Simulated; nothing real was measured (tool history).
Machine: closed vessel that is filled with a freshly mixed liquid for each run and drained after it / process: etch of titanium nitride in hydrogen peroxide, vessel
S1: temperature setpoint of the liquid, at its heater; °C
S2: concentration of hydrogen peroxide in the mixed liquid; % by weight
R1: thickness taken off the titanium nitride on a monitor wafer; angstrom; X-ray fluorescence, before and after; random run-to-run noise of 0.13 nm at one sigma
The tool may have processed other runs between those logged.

{"run": 1, "hour": 0.0, "S1": 55, "S2": 22.5, "time in the liquid (s)": 350, "R1": 237.18}
{"run": 2, "hour": 7.7, "S1": 53, "S2": 22.5, "time in the liquid (s)": 350, "R1": 207.54}
{"run": 3, "hour": 14.4, "S1": 55.5, "S2": 22.5, "time in the liquid (s)": 350, "R1": 240.85}
{"run": 4, "hour": 20.2, "S1": 62, "S2": 22.5, "time in the liquid (s)": 350, "R1": 385.57}
{"run": 5, "hour": 26.9, "S1": 59.5, "S2": 22.5, "time in the liquid (s)": 350, "R1": 321.91}
{"run": 6, "hour": 31.2, "S1": 56, "S2": 22.5, "time in the liquid (s)": 350, "R1": 254.54}
{"run": 7, "hour": 38.2, "S1": 53.5, "S2": 22.5, "time in the liquid (s)": 350, "R1": 214.26}
{"run": 8, "hour": 44.8, "S1": 52, "S2": 22.5, "time in the liquid (s)": 350, "R1": 194.66}

Forecast run 9:
{"run": 9, "hour": 48.4, "S1": 51, "S2": 22.5, "time in the liquid (s)": 350, "R1": "?"}

Logged for run 9: R1 178.1 angstrom.
